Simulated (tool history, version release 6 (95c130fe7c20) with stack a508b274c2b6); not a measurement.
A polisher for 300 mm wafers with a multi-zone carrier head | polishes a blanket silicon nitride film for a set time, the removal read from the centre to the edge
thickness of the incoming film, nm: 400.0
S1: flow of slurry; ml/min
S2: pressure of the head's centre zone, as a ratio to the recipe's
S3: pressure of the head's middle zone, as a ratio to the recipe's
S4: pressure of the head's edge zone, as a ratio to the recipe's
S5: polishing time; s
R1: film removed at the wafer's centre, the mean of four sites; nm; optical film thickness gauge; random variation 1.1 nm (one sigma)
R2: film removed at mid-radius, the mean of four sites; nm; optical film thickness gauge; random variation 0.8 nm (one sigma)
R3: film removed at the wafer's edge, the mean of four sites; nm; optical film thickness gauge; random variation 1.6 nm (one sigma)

| run | hour | S1 | S2 | S3 | S4 | S5 | R1 | R2 | R3 |
|---|---|---|---|---|---|---|---|---|---|
| 1 | 0 | 145 | 1 | 1 | 1 | 41 | 91.019 | 88.845 | 87.318 |
| 2 | 3.7 | 145 | 1 | 1 | 0.97 | 41 | 89.892 | 88.188 | 86.216 |
| 3 | 5.3 | 150 | 1 | 0.99 | 0.99 | 42 | 93.432 | 88.828 | 89.274 |
| 4 | 8 | 150 | 1 | 0.99 | 0.99 | 52 | 114.92 | 112.66 | 109.74 |
| 5 | 12 | 145 | 1 | 0.98 | 1 | 52 | 115.84 | 110.95 | 111.54 |
| 6 | 13 | 145 | 1.04 | 0.98 | 1 | 52 | 119.99 | 110.33 | 113.03 |
| 7 | 21.3 | 140 | 1.04 | 0.97 | 1.01 | 52 | 116.06 | 109.04 | 113 |

The next listed run, before its measurement:
| 8 | 28.1 | 140 | 1.04 | 0.97 | 1.01 | 52 | ? | ? | ? |

R1: 119.34 nm
R2: 108.52 nm
R3: 112.71 nm
